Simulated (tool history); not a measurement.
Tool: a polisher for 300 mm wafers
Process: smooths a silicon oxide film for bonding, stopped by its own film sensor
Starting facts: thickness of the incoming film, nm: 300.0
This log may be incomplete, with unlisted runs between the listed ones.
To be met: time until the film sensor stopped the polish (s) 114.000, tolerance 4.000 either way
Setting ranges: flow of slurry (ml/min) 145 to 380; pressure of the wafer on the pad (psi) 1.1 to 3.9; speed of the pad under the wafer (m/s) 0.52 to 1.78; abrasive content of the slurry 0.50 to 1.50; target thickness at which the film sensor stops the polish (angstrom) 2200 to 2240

run  hour  flow of slurry (ml/min)  pressure of the wafer on the pad (psi)  speed of the pad under the wafer (m/s)  abrasive content of the slurry  target thickness at which the film sensor stops the polish (angstrom)  time until the film sensor stopped the polish (s)
  1   0.0                      245                                     2.5                                    1.14                            1.00                                                                   2240                                             66.192
  2   4.7                      245                                     2.3                                    1.14                            1.00                                                                   2240                                             71.272
  3   5.7                      245                                     2.1                                    1.14                            1.00                                                                   2240                                             78.034
  4   6.5                      195                                     2.1                                    1.14                            1.00                                                                   2240                                             77.672
  5  12.8                      195                                     1.9                                    1.14                            1.00                                                                   2240                                             85.820
  6  14.0                      195                                     2.4                                    1.14                            1.00                                                                   2240                                             71.208
  7  19.1                      195                                     2.2                                    1.14                            1.00                                                                   2240                                             75.027
  8  21.5                      195                                     2.2                                    1.14                            1.00                                                                   2240                                             76.058
  9  25.6                      195                                     2.0                                    1.14                            1.00                                                                   2240                                             81.795
 10  26.8                      195                                     1.9                                    1.14                            1.00                                                                   2240                                             85.253
 11  28.6                      195                                     1.8                                    1.14                            1.00                                                                   2240                                             88.416
 12  33.1                      195                                     1.7                                    1.14                            1.00                                                                   2240                                             92.978
 13  38.3                      195                                     1.6                                    1.14                            1.00                                                                   2240                                             97.923
 14  38.9                      195                                     1.2                                    1.14                            1.00                                                                   2240                                            120.790

Next run, 4 choices. One meets every target within its allowed miss, the rest don't. Which?
  A  39.5                      210                                     1.3                                    0.90                            1.25                                                                   2240                                                  ?
  B  39.5                      145                                     1.5                                    1.38                            0.60                                                                   2240                                                  ?
  C  39.5                      215                                     1.7                                    0.86                            0.95                                                                   2200                                                  ?
  D  39.5                      180                                     1.1                                    1.00                            1.15                                                                   2240                                                  ?

move  time until the film sensor stopped the polish (s)
   A                                            125.380
   B                                            114.240
   C                                            124.400
   D                                            135.940
A: its largest miss is bigger than the last run's
B: every result lands within tolerance
C: its largest miss is bigger than the last run's
D: its largest miss is bigger than the last run's
Go with B: it meets all targets.
